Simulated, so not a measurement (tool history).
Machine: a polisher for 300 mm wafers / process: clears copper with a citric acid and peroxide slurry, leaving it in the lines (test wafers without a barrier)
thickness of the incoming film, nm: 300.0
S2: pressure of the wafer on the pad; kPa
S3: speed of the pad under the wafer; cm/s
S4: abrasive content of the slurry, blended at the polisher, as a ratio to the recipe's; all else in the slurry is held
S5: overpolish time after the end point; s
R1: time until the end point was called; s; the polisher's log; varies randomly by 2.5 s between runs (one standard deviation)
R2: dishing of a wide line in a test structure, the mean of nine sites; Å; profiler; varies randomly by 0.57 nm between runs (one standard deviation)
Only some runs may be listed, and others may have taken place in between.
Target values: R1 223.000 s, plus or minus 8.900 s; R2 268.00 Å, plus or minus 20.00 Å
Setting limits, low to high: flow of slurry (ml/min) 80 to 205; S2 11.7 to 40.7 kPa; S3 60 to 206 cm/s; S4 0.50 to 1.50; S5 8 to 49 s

Run 1, hour 0.0: flow of slurry (ml/min) 135, S2 26.2 kPa, S3 132 cm/s, S4 1.00, S5 25 s. Result: R1 97.226 s, R2 344.73 Å.
Run 2, hour 4.4: flow of slurry (ml/min) 135, S2 24.1 kPa, S3 126 cm/s, S4 1.00, S5 26 s. Result: R1 112.660 s, R2 338.01 Å.
Run 3, hour 8.6: flow of slurry (ml/min) 135, S2 22.1 kPa, S3 124 cm/s, S4 1.00, S5 26 s. Result: R1 121.450 s, R2 321.22 Å.
Run 4, hour 15.6: flow of slurry (ml/min) 105, S2 22.1 kPa, S3 124 cm/s, S4 1.00, S5 26 s. Result: R1 126.050 s, R2 321.26 Å.
Run 5, hour 23.3: flow of slurry (ml/min) 105, S2 20.7 kPa, S3 120 cm/s, S4 1.00, S5 27 s. Result: R1 137.420 s, R2 312.02 Å.
Run 6, hour 26.7: flow of slurry (ml/min) 105, S2 20.7 kPa, S3 142 cm/s, S4 1.00, S5 27 s. Result: R1 117.220 s, R2 329.87 Å.
Run 7, hour 34.1: flow of slurry (ml/min) 105, S2 19.3 kPa, S3 136 cm/s, S4 1.00, S5 28 s. Result: R1 128.130 s, R2 328.81 Å.
Run 8, hour 42.5: flow of slurry (ml/min) 105, S2 17.9 kPa, S3 130 cm/s, S4 1.00, S5 28 s. Result: R1 141.240 s, R2 298.40 Å.
Run 9, hour 50.9: flow of slurry (ml/min) 105, S2 17.2 kPa, S3 126 cm/s, S4 1.00, S5 29 s. Result: R1 150.580 s, R2 298.98 Å.
Run 10, hour 53.0: flow of slurry (ml/min) 105, S2 16.5 kPa, S3 122 cm/s, S4 1.00, S5 30 s. Result: R1 158.580 s, R2 290.83 Å.
Run 11, hour 57.2: flow of slurry (ml/min) 95, S2 11.7 kPa, S3 98 cm/s, S4 0.95, S5 37 s. Result: R1 257.250 s, R2 234.73 Å.
Run 12, hour 58.4: flow of slurry (ml/min) 100, S2 12.4 kPa, S3 98 cm/s, S4 0.95, S5 37 s. Result: R1 251.910 s, R2 248.57 Å.
Run 13, hour 64.8: flow of slurry (ml/min) 100, S2 13.1 kPa, S3 98 cm/s, S4 0.95, S5 37 s. Result: R1 236.350 s, R2 255.21 Å.

Exactly one of the 4 candidate moves below puts every result within its allowed miss. Which one?
Run A, hour 71.2: flow of slurry (ml/min) 145, S2 17.2 kPa, S3 82 cm/s, S4 1.00, S5 34 s. Result: R1 ?, R2 ?.
Run B, hour 71.2: flow of slurry (ml/min) 110, S2 12.4 kPa, S3 108 cm/s, S4 1.00, S5 27 s. Result: R1 ?, R2 ?.
Run C, hour 71.2: flow of slurry (ml/min) 105, S2 20.0 kPa, S3 70 cm/s, S4 0.70, S5 31 s. Result: R1 ?, R2 ?.
Run D, hour 71.2: flow of slurry (ml/min) 120, S2 13.1 kPa, S3 92 cm/s, S4 1.25, S5 36 s. Result: R1 ?, R2 ?.

move       R1      R2
   A  211.500  269.60
   B  222.770  220.95
   C  250.480  229.22
   D  230.100  261.18
A: carries the result that was furthest off beyond its target, to the other side
B: brings the last run's worst result on target, with another outside its allowed miss
C: misses by more than the last run did
D: in spec on every target
The move that meets every target is D.

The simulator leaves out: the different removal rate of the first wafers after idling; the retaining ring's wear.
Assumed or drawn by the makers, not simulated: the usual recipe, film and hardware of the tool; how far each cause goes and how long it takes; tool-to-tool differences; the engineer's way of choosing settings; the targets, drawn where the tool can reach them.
